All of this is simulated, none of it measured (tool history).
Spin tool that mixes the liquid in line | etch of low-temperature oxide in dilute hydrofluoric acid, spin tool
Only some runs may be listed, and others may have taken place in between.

run    day  temperature setpoint of the liquid (K)  parts of water to one part of 49 % hydrofluoric acid (parts by volume)  time under the liquid (s)  thickness taken off the low-temperature oxide on a monitor wafer (nm)
  1  0.000                                  296.15                                                                      60                        235                                                                 59.362
  2  0.146                                  296.15                                                                      50                        235                                                                 70.560
  3  0.362                                  298.15                                                                      50                        235                                                                 77.038
  4  0.525                                  298.15                                                                      60                        235                                                                 63.454
  5  0.883                                  300.15                                                                      60                        235                                                                 68.658
  6  1.112                                  300.65                                                                      60                        235                                                                 70.321
  7  1.200                                  301.15                                                                      60                        235                                                                 71.465

Run 8 is up next; what results do you expect?
  8  1.496                                  301.65                                                                      60                        235                                                                      ?

thickness taken off the low-temperature oxide on a monitor wafer (nm): 73.851
